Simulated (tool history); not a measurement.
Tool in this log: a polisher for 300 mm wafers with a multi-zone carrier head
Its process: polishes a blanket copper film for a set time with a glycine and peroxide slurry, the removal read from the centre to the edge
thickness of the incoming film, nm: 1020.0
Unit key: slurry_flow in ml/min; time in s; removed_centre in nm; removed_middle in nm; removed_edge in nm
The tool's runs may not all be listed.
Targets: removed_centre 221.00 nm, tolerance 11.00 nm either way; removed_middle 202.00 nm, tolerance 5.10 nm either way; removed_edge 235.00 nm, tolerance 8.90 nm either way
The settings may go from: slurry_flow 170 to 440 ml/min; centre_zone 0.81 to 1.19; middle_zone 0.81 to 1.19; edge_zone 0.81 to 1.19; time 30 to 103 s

run,day,slurry_flow,centre_zone,middle_zone,edge_zone,time,removed_centre,removed_middle,removed_edge
1,0.000,280,1.00,1.00,1.00,66,316.37,306.89,318.45
2,0.108,220,1.00,1.00,1.00,66,309.73,304.46,311.67
3,0.225,220,0.96,1.00,1.00,66,306.46,302.51,311.01
4,0.308,220,1.04,1.00,1.00,66,315.74,303.98,305.90
5,0.600,220,1.04,1.00,0.95,66,306.24,302.99,304.70
6,0.829,170,1.04,1.00,0.95,66,300.44,296.28,297.74
7,0.988,170,1.02,0.97,0.94,63,290.63,271.22,282.08
8,1.200,170,0.98,0.96,0.94,60,269.89,259.41,264.98
9,1.283,170,0.94,0.94,0.97,58,247.61,245.23,269.53
10,1.321,170,0.94,0.92,0.95,57,245.66,237.30,259.40
11,1.500,170,0.94,0.90,0.94,56,241.95,228.75,247.75

Which one of the following 5 next-run settings gets every result inside its allowed miss? There is exactly one.
A,1.679,170,0.81,1.01,1.00,56,?,?,?
B,1.679,175,0.81,1.00,0.98,52,?,?,?
C,1.679,170,0.95,0.87,0.99,51,?,?,?
D,1.679,185,0.81,1.16,0.89,56,?,?,?
E,1.679,200,1.00,0.93,0.98,51,?,?,?

move,removed_centre,removed_middle,removed_edge
A,215.76,251.99,256.64
B,201.14,232.87,236.65
C,217.66,202.50,233.03
D,218.49,286.63,244.34
E,230.32,218.17,235.05
A: misses by more than the last run did
B: misses by more than the last run did
C: every result lands within tolerance
D: misses by more than the last run did
E: nearer the targets than the last run, but a result is still out of spec
So the answer is move C, the one that meets all the targets.

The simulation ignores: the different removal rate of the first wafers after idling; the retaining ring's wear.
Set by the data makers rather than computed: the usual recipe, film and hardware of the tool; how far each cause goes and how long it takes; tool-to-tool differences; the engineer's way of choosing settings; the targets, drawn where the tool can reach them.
